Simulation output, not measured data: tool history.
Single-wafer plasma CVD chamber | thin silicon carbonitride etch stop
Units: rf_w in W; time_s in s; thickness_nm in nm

run 1 hour=0.0 | rf_w=235 time_s=19.3 | thickness_nm=11.3600
run 2 hour=4.7 | rf_w=205 time_s=19.3 | thickness_nm=10.6290
run 3 hour=12.1 | rf_w=205 time_s=17.9 | thickness_nm=9.8621
run 4 hour=17.0 | rf_w=205 time_s=16.6 | thickness_nm=9.1275
-- hour=17.5 thermocouple changed; heater temperature recalibrated
run 5 hour=17.5 | rf_w=230 time_s=17.4 | thickness_nm=10.0320
run 6 hour=21.0 | rf_w=210 time_s=17.4 | thickness_nm=9.6911
run 7 hour=23.3 | rf_w=235 time_s=18.0 | thickness_nm=10.5220
run 8 hour=24.1 | rf_w=255 time_s=18.3 | thickness_nm=11.0970

The next listed run, before its measurement:
run 9 hour=27.3 | rf_w=270 time_s=18.5 | thickness_nm=?

Run 9 gave thickness_nm 11.4860 nm.

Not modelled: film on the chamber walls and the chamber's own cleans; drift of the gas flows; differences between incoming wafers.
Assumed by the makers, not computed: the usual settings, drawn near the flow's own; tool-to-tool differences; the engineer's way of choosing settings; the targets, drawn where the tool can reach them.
